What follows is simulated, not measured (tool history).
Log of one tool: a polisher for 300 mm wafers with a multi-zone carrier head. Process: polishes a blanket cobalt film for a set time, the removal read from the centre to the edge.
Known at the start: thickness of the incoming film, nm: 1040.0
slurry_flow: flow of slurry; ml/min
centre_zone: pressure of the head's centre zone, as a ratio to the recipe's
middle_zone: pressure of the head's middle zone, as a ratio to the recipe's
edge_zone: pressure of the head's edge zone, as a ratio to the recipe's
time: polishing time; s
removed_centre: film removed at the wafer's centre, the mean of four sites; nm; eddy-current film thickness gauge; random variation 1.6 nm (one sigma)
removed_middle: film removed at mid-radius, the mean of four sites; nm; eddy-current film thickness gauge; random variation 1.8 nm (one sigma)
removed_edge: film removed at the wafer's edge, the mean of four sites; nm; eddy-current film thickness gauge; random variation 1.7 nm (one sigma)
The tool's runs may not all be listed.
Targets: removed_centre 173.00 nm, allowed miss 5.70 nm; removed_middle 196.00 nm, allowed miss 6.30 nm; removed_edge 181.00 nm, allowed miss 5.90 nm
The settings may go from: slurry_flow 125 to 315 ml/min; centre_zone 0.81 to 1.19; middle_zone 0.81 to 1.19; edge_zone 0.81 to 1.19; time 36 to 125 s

| run | hour | slurry_flow | centre_zone | middle_zone | edge_zone | time | removed_centre | removed_middle | removed_edge |
|---|---|---|---|---|---|---|---|---|---|
| 1 | 0.0 | 205 | 1.00 | 1.00 | 1.00 | 80 | 248.45 | 256.93 | 247.72 |
| 2 | 3.6 | 200 | 0.99 | 1.00 | 0.98 | 77 | 237.36 | 242.70 | 237.62 |
| 3 | 5.7 | 200 | 0.98 | 1.01 | 0.97 | 74 | 225.71 | 236.85 | 226.15 |
| 4 | 12.0 | 200 | 0.98 | 1.01 | 0.97 | 62 | 188.42 | 196.38 | 187.41 |
| 5 | 15.3 | 200 | 0.98 | 1.01 | 1.04 | 62 | 186.33 | 199.33 | 195.76 |
| 6 | 18.7 | 195 | 0.97 | 1.02 | 1.03 | 62 | 189.42 | 202.49 | 191.94 |
| 7 | 21.7 | 170 | 0.87 | 1.01 | 1.00 | 60 | 161.86 | 188.55 | 184.32 |
| 8 | 24.1 | 175 | 0.88 | 1.01 | 1.00 | 60 | 165.40 | 190.31 | 184.94 |
| 9 | 28.4 | 175 | 0.88 | 1.01 | 1.00 | 60 | 161.13 | 190.97 | 183.40 |
| 10 | 36.1 | 180 | 0.89 | 1.01 | 1.00 | 60 | 163.89 | 190.78 | 186.60 |
| 11 | 37.6 | 180 | 0.90 | 1.02 | 1.00 | 60 | 167.44 | 192.49 | 184.54 |

Which of these 4 next moves meets every target?
| A | 39.1 | 195 | 0.83 | 0.90 | 1.02 | 65 | ? | ? | ? |
| B | 39.1 | 235 | 0.91 | 0.97 | 1.05 | 58 | ? | ? | ? |
| C | 39.1 | 205 | 0.94 | 1.06 | 0.99 | 59 | ? | ? | ? |
| D | 39.1 | 170 | 0.92 | 1.11 | 1.07 | 56 | ? | ? | ? |

| move | removed_centre | removed_middle | removed_edge |
|---|---|---|---|
| A | 165.74 | 187.44 | 203.02 |
| B | 165.98 | 181.53 | 186.30 |
| C | 171.81 | 196.21 | 181.99 |
| D | 155.88 | 189.63 | 176.52 |
A: further off than the last run
B: further off than the last run
C: meets every target
D: further off than the last run
Answer: C
